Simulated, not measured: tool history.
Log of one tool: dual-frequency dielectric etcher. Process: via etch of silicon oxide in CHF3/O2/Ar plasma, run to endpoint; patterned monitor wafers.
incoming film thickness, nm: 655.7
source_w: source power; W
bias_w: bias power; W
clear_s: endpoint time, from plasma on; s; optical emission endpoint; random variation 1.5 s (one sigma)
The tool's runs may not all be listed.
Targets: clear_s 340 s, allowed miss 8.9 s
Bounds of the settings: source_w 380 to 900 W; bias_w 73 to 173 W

| run | hour | source_w | bias_w | clear_s |
|---|---|---|---|---|
| 1 | 0 | 640 | 123 | 396.97 |
| 2 | 6 | 690 | 126 | 381.8 |
| 3 | 14.5 | 690 | 141 | 370.72 |
| 4 | 17.8 | 750 | 141 | 352.85 |
| 5 | 25.6 | 760 | 142 | 352.3 |
| 6 | 33.2 | 760 | 122 | 364.21 |
| 7 | 35.7 | 780 | 123 | 360.03 |
| 8 | 44.5 | 800 | 124 | 354.8 |
| 9 | 53.6 | 810 | 125 | 351.57 |

5 next moves are on the table. One of them brings every result within its allowed miss. Which?
| A | 62.7 | 820 | 137 | ? |
| B | 62.7 | 750 | 125 | ? |
| C | 62.7 | 770 | 122 | ? |
| D | 62.7 | 760 | 121 | ? |
| E | 62.7 | 820 | 105 | ? |

| move | clear_s |
|---|---|
| A | 340.9 |
| B | 363.85 |
| C | 361.08 |
| D | 364.11 |
| E | 361.5 |
A: meets every target
B: further off than the last run
C: further off than the last run
D: further off than the last run
E: further off than the last run
The right move is A.
